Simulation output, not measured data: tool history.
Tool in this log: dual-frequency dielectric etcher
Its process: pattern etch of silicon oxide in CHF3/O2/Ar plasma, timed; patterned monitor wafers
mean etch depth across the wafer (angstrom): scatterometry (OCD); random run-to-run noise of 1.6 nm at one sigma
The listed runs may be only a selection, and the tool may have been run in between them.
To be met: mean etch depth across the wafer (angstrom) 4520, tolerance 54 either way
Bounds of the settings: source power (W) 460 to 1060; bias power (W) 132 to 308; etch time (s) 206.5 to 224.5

run	day	source power (W)	bias power (W)	etch time (s)	mean etch depth across the wafer (angstrom)
1	0	760	220	224.5	4876.8
2	0.358	760	198	224.5	4696.7
3	0.575	760	198	224.5	4670.3
4	0.883	750	198	224.5	4663.2
5	1.162	740	198	224.5	4651.1
6	1.438	740	198	206.5	4261
7	1.575	750	198	206.5	4295.9
8	1.604	760	198	206.5	4328.4
9	1.629	770	198	206.5	4330.7
10	2.004	770	198	206.5	4321.6
11	2.117	790	199	206.5	4376.2
12	2.417	800	199	206.5	4404.9

Which one of the following 5 next-run settings gets every result inside its allowed miss? There is exactly one.
A	2.717	860	157	217	?
B	2.717	740	235	213.5	?
C	2.717	680	241	218	?
D	2.717	800	204	210	?
E	2.717	680	184	219.5	?

move	mean etch depth across the wafer (angstrom)
A	4400.8
B	4687.4
C	4668
D	4524
E	4267.2
A: about the same distance from the targets as the last run
B: pushes the last run's worst result past its target
C: pushes the last run's worst result past its target
D: meets every target
E: further off than the last run
The move that meets every target is D.
